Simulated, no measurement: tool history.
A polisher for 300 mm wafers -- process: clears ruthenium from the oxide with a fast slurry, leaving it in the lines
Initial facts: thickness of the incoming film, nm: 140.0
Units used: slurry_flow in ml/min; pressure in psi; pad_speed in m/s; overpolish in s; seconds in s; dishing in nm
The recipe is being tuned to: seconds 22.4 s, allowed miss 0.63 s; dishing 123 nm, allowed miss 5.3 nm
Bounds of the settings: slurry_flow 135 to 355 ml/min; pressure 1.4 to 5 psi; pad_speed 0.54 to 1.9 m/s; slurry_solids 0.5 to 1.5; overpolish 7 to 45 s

Run 1, hour 0: slurry_flow 225 ml/min, pressure 3.2 psi, pad_speed 1.22 m/s, slurry_solids 1, overpolish 23 s. Result: seconds 20.532 s, dishing 96.996 nm.
Run 2, hour 8.5: slurry_flow 225 ml/min, pressure 3.7 psi, pad_speed 1.22 m/s, slurry_solids 1, overpolish 23 s. Result: seconds 17.608 s, dishing 108.89 nm.
Run 3, hour 13.3: slurry_flow 220 ml/min, pressure 3.6 psi, pad_speed 1.22 m/s, slurry_solids 1, overpolish 25 s. Result: seconds 18.067 s, dishing 109.77 nm.
Run 4, hour 18.2: slurry_flow 220 ml/min, pressure 3.6 psi, pad_speed 1.22 m/s, slurry_solids 1, overpolish 33 s. Result: seconds 18.166 s, dishing 123.16 nm.
Run 5, hour 19.1: slurry_flow 220 ml/min, pressure 3.5 psi, pad_speed 1.22 m/s, slurry_solids 1, overpolish 34 s. Result: seconds 18.504 s, dishing 123.22 nm.
Run 6, hour 21.1: slurry_flow 175 ml/min, pressure 3.5 psi, pad_speed 1.22 m/s, slurry_solids 1, overpolish 34 s. Result: seconds 18.919 s, dishing 122.73 nm.
Run 7, hour 21.9: slurry_flow 175 ml/min, pressure 3.4 psi, pad_speed 1.22 m/s, slurry_solids 1, overpolish 35 s. Result: seconds 19.715 s, dishing 121.19 nm.
Run 8, hour 29.9: slurry_flow 175 ml/min, pressure 3.4 psi, pad_speed 1.22 m/s, slurry_solids 1, overpolish 36 s. Result: seconds 19.411 s, dishing 123.77 nm.
Run 9, hour 37.3: slurry_flow 175 ml/min, pressure 3.3 psi, pad_speed 1.22 m/s, slurry_solids 1, overpolish 37 s. Result: seconds 20.228 s, dishing 121.49 nm.

Next run, 4 choices. One meets every target within its allowed miss, the rest don't. Which?
Run A, hour 44.7: slurry_flow 215 ml/min, pressure 3.8 psi, pad_speed 1.14 m/s, slurry_solids 1.15, overpolish 35 s. Result: seconds ?, dishing ?.
Run B, hour 44.7: slurry_flow 190 ml/min, pressure 4.6 psi, pad_speed 0.98 m/s, slurry_solids 1.1, overpolish 29 s. Result: seconds ?, dishing ?.
Run C, hour 44.7: slurry_flow 175 ml/min, pressure 3.7 psi, pad_speed 1.28 m/s, slurry_solids 1.1, overpolish 32 s. Result: seconds ?, dishing ?.
Run D, hour 44.7: slurry_flow 225 ml/min, pressure 3.5 psi, pad_speed 1.06 m/s, slurry_solids 0.9, overpolish 42 s. Result: seconds ?, dishing ?.

move  seconds  dishing
   A    17.41   129.92
   B   17.285    121.7
   C   16.675   127.92
   D   22.598   126.49
A: further off than the last run
B: further off than the last run
C: further off than the last run
D: every result within its allowed miss
D is the move that brings every result within its allowed miss.
